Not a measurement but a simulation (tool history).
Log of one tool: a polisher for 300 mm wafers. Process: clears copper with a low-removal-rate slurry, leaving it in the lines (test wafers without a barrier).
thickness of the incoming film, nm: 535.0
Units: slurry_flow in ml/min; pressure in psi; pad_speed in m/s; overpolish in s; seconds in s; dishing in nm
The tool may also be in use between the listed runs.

run,hour,slurry_flow,pressure,pad_speed,slurry_solids,overpolish,seconds,dishing
1,0.0,240,2.6,1.32,1.00,11,134.62,29.3340
2,2.1,240,2.6,1.32,0.80,11,140.33,28.4780
3,5.4,240,2.6,1.08,0.80,11,168.58,24.6940
4,7.4,220,2.2,1.14,1.00,9,181.51,20.1230
5,10.2,220,2.2,1.38,1.00,9,148.23,23.3770
6,18.1,220,2.2,1.38,1.00,6,149.35,16.7280
7,19.2,260,2.1,1.36,0.85,5,157.42,13.1990
8,26.3,285,1.9,1.36,0.85,5,166.22,12.3760
9,33.6,355,1.2,1.40,0.85,3,207.37,6.1100
10,36.3,330,1.3,1.40,0.85,3,205.48,6.2966
11,40.3,305,1.4,1.40,0.85,3,193.84,6.6972
12,49.3,305,1.4,1.38,0.90,3,198.71,6.5314

Forecast run 13:
13,50.6,305,1.4,1.38,0.90,3,?,?

seconds: 196.57 s
dishing: 6.5126 nm

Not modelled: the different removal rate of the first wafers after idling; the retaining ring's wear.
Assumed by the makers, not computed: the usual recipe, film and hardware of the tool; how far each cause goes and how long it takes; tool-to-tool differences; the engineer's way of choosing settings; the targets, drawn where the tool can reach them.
